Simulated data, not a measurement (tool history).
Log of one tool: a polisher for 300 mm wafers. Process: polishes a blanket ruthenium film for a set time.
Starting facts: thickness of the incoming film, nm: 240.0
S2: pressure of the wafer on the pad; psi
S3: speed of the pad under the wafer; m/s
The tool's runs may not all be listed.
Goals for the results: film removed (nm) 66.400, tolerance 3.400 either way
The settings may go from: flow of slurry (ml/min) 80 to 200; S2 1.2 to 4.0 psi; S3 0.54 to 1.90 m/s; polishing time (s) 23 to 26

{"run": 1, "hour": 0.0, "flow of slurry (ml/min)": 130, "S2": 2.6, "S3": 1.22, "polishing time (s)": 26, "film removed (nm)": 38.873}
{"run": 2, "hour": 8.6, "flow of slurry (ml/min)": 130, "S2": 2.7, "S3": 1.22, "polishing time (s)": 26, "film removed (nm)": 40.227}
{"run": 3, "hour": 15.6, "flow of slurry (ml/min)": 130, "S2": 2.8, "S3": 1.22, "polishing time (s)": 26, "film removed (nm)": 42.241}
{"run": 4, "hour": 19.8, "flow of slurry (ml/min)": 130, "S2": 2.8, "S3": 1.22, "polishing time (s)": 23, "film removed (nm)": 37.52}
{"run": 5, "hour": 27.3, "flow of slurry (ml/min)": 130, "S2": 3.0, "S3": 1.22, "polishing time (s)": 23, "film removed (nm)": 40.11}
{"run": 6, "hour": 35.0, "flow of slurry (ml/min)": 145, "S2": 3.0, "S3": 1.22, "polishing time (s)": 23, "film removed (nm)": 40.713}
{"run": 7, "hour": 38.3, "flow of slurry (ml/min)": 145, "S2": 3.1, "S3": 1.24, "polishing time (s)": 23, "film removed (nm)": 43.632}
{"run": 8, "hour": 47.0, "flow of slurry (ml/min)": 145, "S2": 3.2, "S3": 1.26, "polishing time (s)": 23, "film removed (nm)": 45.483}
{"run": 9, "hour": 54.0, "flow of slurry (ml/min)": 145, "S2": 3.3, "S3": 1.28, "polishing time (s)": 23, "film removed (nm)": 45.505}
{"run": 10, "hour": 61.2, "flow of slurry (ml/min)": 145, "S2": 3.4, "S3": 1.32, "polishing time (s)": 23, "film removed (nm)": 49.768}

4 next moves are on the table. One of them brings every result within its allowed miss. Which?
{"run": "A", "hour": 68.4, "flow of slurry (ml/min)": 160, "S2": 2.8, "S3": 1.4, "polishing time (s)": 23, "film removed (nm)": "?"}
{"run": "B", "hour": 68.4, "flow of slurry (ml/min)": 150, "S2": 3.1, "S3": 1.1, "polishing time (s)": 23, "film removed (nm)": "?"}
{"run": "C", "hour": 68.4, "flow of slurry (ml/min)": 195, "S2": 3.1, "S3": 0.9, "polishing time (s)": 23, "film removed (nm)": "?"}
{"run": "D", "hour": 68.4, "flow of slurry (ml/min)": 190, "S2": 4.0, "S3": 1.46, "polishing time (s)": 23, "film removed (nm)": "?"}

move=A film_removed_(nm)=43.951
move=B film_removed_(nm)=37.963
move=C film_removed_(nm)=32.639
move=D film_removed_(nm)=66.638
A: further off than the last run
B: further off than the last run
C: further off than the last run
D: in spec on every target
Go with D: it meets all targets.
